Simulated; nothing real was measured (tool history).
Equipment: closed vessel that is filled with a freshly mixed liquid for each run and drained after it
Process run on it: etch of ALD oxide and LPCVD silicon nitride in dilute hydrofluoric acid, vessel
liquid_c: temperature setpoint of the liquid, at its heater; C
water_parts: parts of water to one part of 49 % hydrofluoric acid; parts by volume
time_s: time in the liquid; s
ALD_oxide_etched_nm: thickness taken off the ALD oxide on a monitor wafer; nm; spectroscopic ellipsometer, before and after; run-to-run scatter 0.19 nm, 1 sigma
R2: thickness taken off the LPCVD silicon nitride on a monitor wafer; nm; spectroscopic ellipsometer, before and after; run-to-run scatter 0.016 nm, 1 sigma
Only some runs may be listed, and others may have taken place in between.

Run 1, hour 0: liquid_c 25 C, water_parts 50 parts by volume, time_s 60 s. Result: ALD_oxide_etched_nm 28.286 nm, R2 0.5572 nm.
Run 2, hour 3.6: liquid_c 24 C, water_parts 55 parts by volume, time_s 60 s. Result: ALD_oxide_etched_nm 24.482 nm, R2 0.41705 nm.
Run 3, hour 10.4: liquid_c 25 C, water_parts 60 parts by volume, time_s 60 s. Result: ALD_oxide_etched_nm 23.355 nm, R2 0.4662 nm.
Run 4, hour 11: liquid_c 25 C, water_parts 65 parts by volume, time_s 60 s. Result: ALD_oxide_etched_nm 21.472 nm, R2 0.42652 nm.
Run 5, hour 12.8: liquid_c 25 C, water_parts 65 parts by volume, time_s 40 s. Result: ALD_oxide_etched_nm 14.369 nm, R2 0.29296 nm.
Run 6, hour 18.8: liquid_c 25.5 C, water_parts 60 parts by volume, time_s 40 s. Result: ALD_oxide_etched_nm 15.836 nm, R2 0.33394 nm.

Estimate the outcome of run 7 from the log above:
Run 7, hour 27.5: liquid_c 25.5 C, water_parts 55 parts by volume, time_s 40 s. Result: ALD_oxide_etched_nm ?, R2 ?.

{"run 7": {"ALD_oxide_etched_nm": 17.372, "R2": 0.33648}}
